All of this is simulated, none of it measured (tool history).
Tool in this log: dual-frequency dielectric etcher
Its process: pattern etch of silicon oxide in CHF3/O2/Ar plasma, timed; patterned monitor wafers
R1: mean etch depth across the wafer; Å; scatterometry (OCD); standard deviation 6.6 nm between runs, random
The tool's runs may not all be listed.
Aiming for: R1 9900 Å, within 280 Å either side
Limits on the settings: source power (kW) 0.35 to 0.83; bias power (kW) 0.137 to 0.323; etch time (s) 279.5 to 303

{"run": 1, "hour": 0.0, "source power (kW)": 0.59, "bias power (kW)": 0.23, "etch time (s)": 303, "R1": 7776.9}
{"run": 2, "hour": 9.1, "source power (kW)": 0.51, "bias power (kW)": 0.23, "etch time (s)": 303, "R1": 7143.2}
{"run": 3, "hour": 17.2, "source power (kW)": 0.44, "bias power (kW)": 0.23, "etch time (s)": 303, "R1": 6512.3}
{"run": 4, "hour": 18.2, "source power (kW)": 0.44, "bias power (kW)": 0.23, "etch time (s)": 303, "R1": 6525.2}
{"run": 5, "hour": 23.4, "source power (kW)": 0.52, "bias power (kW)": 0.236, "etch time (s)": 303, "R1": 7380.2}
{"run": 6, "hour": 32.0, "source power (kW)": 0.52, "bias power (kW)": 0.236, "etch time (s)": 279.5, "R1": 6740.9}
{"run": 7, "hour": 34.3, "source power (kW)": 0.59, "bias power (kW)": 0.245, "etch time (s)": 281, "R1": 7373.4}
{"run": 8, "hour": 36.3, "source power (kW)": 0.64, "bias power (kW)": 0.254, "etch time (s)": 284.5, "R1": 7995.5}
{"hour": 44.7, "done": "source power generator calibrated"}
{"run": 9, "hour": 44.7, "source power (kW)": 0.76, "bias power (kW)": 0.286, "etch time (s)": 290.5, "R1": 9211.3}
{"run": 10, "hour": 52.9, "source power (kW)": 0.77, "bias power (kW)": 0.289, "etch time (s)": 291.5, "R1": 9334.2}
{"run": 11, "hour": 61.0, "source power (kW)": 0.78, "bias power (kW)": 0.292, "etch time (s)": 292.5, "R1": 9496.9}

Next run, 4 choices. One meets every target within its allowed miss, the rest don't. Which?
{"run": "A", "hour": 69.1, "source power (kW)": 0.68, "bias power (kW)": 0.288, "etch time (s)": 303, "R1": "?"}
{"run": "B", "hour": 69.1, "source power (kW)": 0.74, "bias power (kW)": 0.322, "etch time (s)": 295.5, "R1": "?"}
{"run": "C", "hour": 69.1, "source power (kW)": 0.81, "bias power (kW)": 0.276, "etch time (s)": 293, "R1": "?"}
{"run": "D", "hour": 69.1, "source power (kW)": 0.69, "bias power (kW)": 0.281, "etch time (s)": 303, "R1": "?"}

move=A R1=9184.7
move=B R1=9886.8
move=C R1=9446.8
move=D R1=9131.6
A: the biggest miss grows against the last run
B: meets every target
C: the biggest miss grows against the last run
D: the biggest miss grows against the last run
B is the move that brings every result within its allowed miss.

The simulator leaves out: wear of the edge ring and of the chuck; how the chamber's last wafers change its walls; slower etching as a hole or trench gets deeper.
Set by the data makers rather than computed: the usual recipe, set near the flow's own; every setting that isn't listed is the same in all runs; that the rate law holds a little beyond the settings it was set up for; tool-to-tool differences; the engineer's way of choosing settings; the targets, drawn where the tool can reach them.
